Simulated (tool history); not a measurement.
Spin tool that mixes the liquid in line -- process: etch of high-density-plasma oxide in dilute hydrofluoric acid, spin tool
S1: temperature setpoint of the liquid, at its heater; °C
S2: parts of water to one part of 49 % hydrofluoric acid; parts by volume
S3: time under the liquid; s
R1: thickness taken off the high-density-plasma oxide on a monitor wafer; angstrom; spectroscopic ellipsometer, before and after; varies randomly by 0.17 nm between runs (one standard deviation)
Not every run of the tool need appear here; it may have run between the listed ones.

run 1 day=0 | S1=23 S2=215 S3=300 | R1=59.699
run 2 day=0.146 | S1=23 S2=170 S3=300 | R1=82.225
run 3 day=0.321 | S1=24.5 S2=155 S3=300 | R1=97.089
run 4 day=0.6 | S1=24.5 S2=155 S3=300 | R1=95.914
run 5 day=0.812 | S1=25.5 S2=145 S3=300 | R1=108.61
run 6 day=1.012 | S1=27 S2=145 S3=300 | R1=115.96

Forecast run 7:
run 7 day=1.142 | S1=27.5 S2=140 S3=300 | R1=?

R1: 119.52 angstrom
